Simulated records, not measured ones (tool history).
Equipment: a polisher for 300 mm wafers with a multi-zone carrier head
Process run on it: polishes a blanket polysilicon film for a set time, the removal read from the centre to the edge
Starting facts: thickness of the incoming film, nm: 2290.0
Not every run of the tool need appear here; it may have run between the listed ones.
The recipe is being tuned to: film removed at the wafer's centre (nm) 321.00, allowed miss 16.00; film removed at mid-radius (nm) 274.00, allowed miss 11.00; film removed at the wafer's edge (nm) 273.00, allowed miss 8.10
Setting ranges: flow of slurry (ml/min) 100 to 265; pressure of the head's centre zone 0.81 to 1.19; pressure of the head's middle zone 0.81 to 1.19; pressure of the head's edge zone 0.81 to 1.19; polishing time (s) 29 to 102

run,hour,flow of slurry (ml/min),pressure of the head's centre zone,pressure of the head's middle zone,pressure of the head's edge zone,polishing time (s),film removed at the wafer's centre (nm),film removed at mid-radius (nm),film removed at the wafer's edge (nm)
1,0.0,170,1.00,1.00,1.00,65,410.09,408.47,416.15
2,0.6,170,1.00,0.96,1.00,65,410.63,395.10,418.22
3,5.8,165,1.03,0.95,0.95,58,372.29,352.10,363.66
4,11.2,160,1.06,0.94,0.92,54,358.84,328.00,331.79
5,12.4,140,1.06,0.94,0.92,54,354.14,319.80,328.19
6,17.8,135,1.07,0.93,0.90,52,336.15,295.83,316.00
7,23.7,135,1.09,0.94,0.88,50,331.83,294.96,300.27
8,30.1,130,1.10,0.94,0.86,49,319.38,280.98,290.08
9,34.3,130,1.12,0.95,0.84,49,334.92,281.99,287.52

Consider the 4 candidate settings below. Which is the only one whose results all fall within their allowed miss of target?
A,38.5,100,0.99,0.84,0.90,55,?,?,?
B,38.5,135,1.05,0.93,0.86,49,?,?,?
C,38.5,160,1.10,0.93,0.81,46,?,?,?
D,38.5,120,1.11,0.96,0.87,52,?,?,?

move,film removed at the wafer's centre (nm),film removed at mid-radius (nm),film removed at the wafer's edge (nm)
A,303.98,275.08,314.19
B,309.12,283.63,287.51
C,314.56,274.30,270.08
D,337.97,301.77,301.27
A: its largest miss is bigger than the last run's
B: as far off as the last run
C: meets every target
D: its largest miss is bigger than the last run's
Answer: C
